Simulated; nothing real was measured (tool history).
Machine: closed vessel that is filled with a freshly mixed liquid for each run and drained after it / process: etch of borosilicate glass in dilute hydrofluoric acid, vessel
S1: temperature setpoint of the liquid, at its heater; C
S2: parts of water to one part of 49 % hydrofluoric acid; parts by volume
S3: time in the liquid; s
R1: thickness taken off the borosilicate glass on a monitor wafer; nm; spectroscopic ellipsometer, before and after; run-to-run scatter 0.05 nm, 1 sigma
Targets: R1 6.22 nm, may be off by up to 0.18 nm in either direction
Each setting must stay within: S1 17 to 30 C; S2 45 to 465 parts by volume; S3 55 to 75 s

Run 1, hour 0: S1 22 C, S2 255 parts by volume, S3 75 s. Result: R1 12.26 nm.
Run 2, hour 1.6: S1 22 C, S2 310 parts by volume, S3 75 s. Result: R1 9.4702 nm.
Run 3, hour 6: S1 20.5 C, S2 325 parts by volume, S3 75 s. Result: R1 8.416 nm.
Run 4, hour 9.8: S1 19.5 C, S2 340 parts by volume, S3 75 s. Result: R1 7.5891 nm.
Run 5, hour 12.3: S1 19.5 C, S2 340 parts by volume, S3 55 s. Result: R1 5.6438 nm.
At hour 16.3: thermometer replaced.
Run 6, hour 16.3: S1 19.5 C, S2 425 parts by volume, S3 55 s. Result: R1 4.0114 nm.
Run 7, hour 25.3: S1 22 C, S2 425 parts by volume, S3 55 s. Result: R1 4.3259 nm.
Run 8, hour 31.6: S1 24 C, S2 420 parts by volume, S3 55 s. Result: R1 4.7162 nm.
Run 9, hour 33.4: S1 24 C, S2 420 parts by volume, S3 55 s. Result: R1 4.7659 nm.
Run 10, hour 39: S1 28 C, S2 405 parts by volume, S3 55 s. Result: R1 5.6149 nm.

Which single option among these 5 for the next run brings every result within its allowed miss of target? Just one does.
Run A, hour 44.6: S1 27.5 C, S2 425 parts by volume, S3 65 s. Result: R1 ?.
Run B, hour 44.6: S1 30 C, S2 460 parts by volume, S3 65 s. Result: R1 ?.
Run C, hour 44.6: S1 28.5 C, S2 420 parts by volume, S3 60 s. Result: R1 ?.
Run D, hour 44.6: S1 24.5 C, S2 440 parts by volume, S3 70 s. Result: R1 ?.
Run E, hour 44.6: S1 28.5 C, S2 425 parts by volume, S3 60 s. Result: R1 ?.

move      R1
   A  6.0842
   B  5.8631
   C  5.8881
   D   5.682
   E  5.7911
A: each result inside its tolerance
B: an improvement on the last run, though not all results are within tolerance
C: an improvement on the last run, though not all results are within tolerance
D: an improvement on the last run, though not all results are within tolerance
E: an improvement on the last run, though not all results are within tolerance
A is the move that brings every result within its allowed miss.
